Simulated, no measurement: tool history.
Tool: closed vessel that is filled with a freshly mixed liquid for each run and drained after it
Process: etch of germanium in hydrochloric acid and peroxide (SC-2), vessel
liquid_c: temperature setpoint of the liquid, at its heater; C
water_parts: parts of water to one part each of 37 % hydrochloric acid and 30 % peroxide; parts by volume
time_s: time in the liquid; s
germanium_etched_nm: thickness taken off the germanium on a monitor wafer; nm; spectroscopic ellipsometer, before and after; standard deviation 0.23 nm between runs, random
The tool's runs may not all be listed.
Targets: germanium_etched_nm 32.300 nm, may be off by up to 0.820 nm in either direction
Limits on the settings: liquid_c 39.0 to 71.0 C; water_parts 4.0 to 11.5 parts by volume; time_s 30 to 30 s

run,day,liquid_c,water_parts,time_s,germanium_etched_nm
1,0.000,55.0,6.5,30,46.907
2,0.267,61.5,6.5,30,56.831
3,0.412,57.5,6.5,30,50.366
4,0.750,60.0,6.5,30,55.059
5,1.096,56.0,6.5,30,49.204
6,1.300,53.0,6.5,30,44.609
7,1.533,45.0,7.0,30,34.148
8,1.754,44.5,7.0,30,33.651

Exercise: of the 4 proposed moves below, exactly one satisfies all targets within the stated allowed misses. Which move is it?
A,1.975,44.0,9.0,30,?
B,1.975,41.5,6.5,30,?
C,1.975,45.5,5.5,30,?
D,1.975,46.5,8.0,30,?

move,germanium_etched_nm
A,32.613
B,30.548
C,35.120
D,35.681
A: every result within its allowed miss
B: carries the result that was furthest off beyond its target, to the other side
C: misses by more than the last run did
D: misses by more than the last run did
So the answer is move A, the one that meets all the targets.
